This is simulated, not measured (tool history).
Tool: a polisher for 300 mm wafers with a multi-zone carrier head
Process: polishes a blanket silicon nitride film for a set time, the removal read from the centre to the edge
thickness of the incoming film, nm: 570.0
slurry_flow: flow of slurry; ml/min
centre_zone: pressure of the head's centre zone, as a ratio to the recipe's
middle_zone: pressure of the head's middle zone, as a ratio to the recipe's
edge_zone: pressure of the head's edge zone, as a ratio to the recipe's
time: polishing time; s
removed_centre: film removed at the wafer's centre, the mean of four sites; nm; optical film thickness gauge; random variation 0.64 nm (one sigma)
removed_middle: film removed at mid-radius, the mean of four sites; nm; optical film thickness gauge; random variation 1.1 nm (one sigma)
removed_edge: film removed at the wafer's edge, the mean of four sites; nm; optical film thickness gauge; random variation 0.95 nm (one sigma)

run	hour	slurry_flow	centre_zone	middle_zone	edge_zone	time	removed_centre	removed_middle	removed_edge
1	0	235	1	1	1	65	146.05	148.27	145.35
2	1.1	180	1	1	1	65	138.71	143.46	141.72
3	8.6	180	1	0.94	1	65	139.82	134.45	142.99
4	10.7	180	0.96	0.94	1	65	132.92	136.3	143.59
5	12	180	0.96	0.94	0.93	65	132.7	135.66	137.46
6	20.3	180	0.96	0.94	0.93	52	106.67	108.4	112.2
7	21.6	185	0.98	0.94	0.91	50	104.91	105.26	107.02

Run 8 comes next. What will it give?
8	22.3	190	1	0.94	0.9	48	?	?	?

Run 8 gave removed_centre 103.63 nm, removed_middle 99.926 nm, removed_edge 99.777 nm.
